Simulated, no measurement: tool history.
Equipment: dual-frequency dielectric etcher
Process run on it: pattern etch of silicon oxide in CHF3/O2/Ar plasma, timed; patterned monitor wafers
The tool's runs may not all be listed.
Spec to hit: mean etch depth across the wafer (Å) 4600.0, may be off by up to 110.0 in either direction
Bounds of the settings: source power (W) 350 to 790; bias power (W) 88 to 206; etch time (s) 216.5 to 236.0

run,day,source power (W),bias power (W),etch time (s),mean etch depth across the wafer (Å)
1,0.000,570,147,236.0,3913.0
2,0.292,630,147,236.0,4045.9
3,0.383,660,151,236.0,4214.5
4,0.538,680,152,236.0,4286.9
5,0.721,700,153,236.0,4383.8
6,1.100,710,154,236.0,4367.1
7,1.158,720,155,236.0,4474.1
8,1.250,730,155,236.0,4477.7

Next run, 5 choices. One meets every target within its allowed miss, the rest don't. Which?
A,1.342,790,148,229.5,?
B,1.342,790,183,229.5,?
C,1.342,790,196,216.5,?
D,1.342,720,169,226.0,?
E,1.342,780,165,216.5,?

move,mean etch depth across the wafer (Å)
A,4395.9
B,4754.4
C,4601.9
D,4359.1
E,4291.2
A: misses by more than the last run did
B: moves the result that the last run missed by most past its target, out the other side
C: hits every target within its allowed miss
D: misses by more than the last run did
E: misses by more than the last run did
Correct choice: C, which meets every target
